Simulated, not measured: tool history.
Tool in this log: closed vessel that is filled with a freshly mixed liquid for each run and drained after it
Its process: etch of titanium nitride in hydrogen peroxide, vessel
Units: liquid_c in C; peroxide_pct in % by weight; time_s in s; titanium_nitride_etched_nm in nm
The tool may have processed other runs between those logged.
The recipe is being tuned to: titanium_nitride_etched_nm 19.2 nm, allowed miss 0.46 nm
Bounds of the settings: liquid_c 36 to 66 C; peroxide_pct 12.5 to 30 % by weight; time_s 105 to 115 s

run    day  liquid_c  peroxide_pct  time_s  titanium_nitride_etched_nm
  1      0        52          24.5     105                      10.063
  2  0.179        52          24.5     105                      9.9977
  3  0.454        53          24.5     105                      10.868
  4  0.538        53          24.5     115                      11.866
  5  0.667      53.5          24.5     115                      12.317
  6  0.942      53.5          24.5     115                       12.26
  7  1.258        54          24.5     115                      12.713
  8  1.571      54.5          24.5     115                      13.245
     1.867  -- new drum of peroxide connected
  9  1.867      54.5          24.5     115                      13.323

Exercise: of the 5 proposed moves below, exactly one satisfies all targets within the stated allowed misses. Which move is it?
  A  2.162        60          22.5     115                           ?
  B  2.162      52.5            24     110                           ?
  C  2.162      50.5          22.5     105                           ?
  D  2.162        57            30     115                           ?
  E  2.162        51            22     105                           ?

move  titanium_nitride_etched_nm
   A                      19.292
   B                      11.109
   C                      9.0626
   D                      16.726
   E                      9.3488
A: each result inside its tolerance
B: moves away from the targets compared with the last run
C: moves away from the targets compared with the last run
D: gains on the last run, yet a result remains outside its allowed miss
E: moves away from the targets compared with the last run
The right move is A.
